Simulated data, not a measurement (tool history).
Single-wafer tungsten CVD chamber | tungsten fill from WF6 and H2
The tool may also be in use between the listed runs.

run    day  heater temperature setpoint (deg C)  chamber pressure (mTorr)  deposition time (s)  mean film thickness on the monitor wafer (nm)
  1      0                                  395                     50100                 17.8                                         59.812
  2  0.342                                  397                     50200                 17.8                                          61.89
  3  0.446                                  399                     50300                 17.8                                          64.32
  4  0.712                                  399                     57700                 17.8                                         70.539
  5  0.946                                  399                     57700                 16.9                                         66.482
  6  0.967                                  401                     57800                 16.9                                         68.976

Run 7 comes next. What will it give?
  7  1.217                                  402                     57900                 16.9                                              ?

{"run 7": {"mean film thickness on the monitor wafer (nm)": 69.873}}
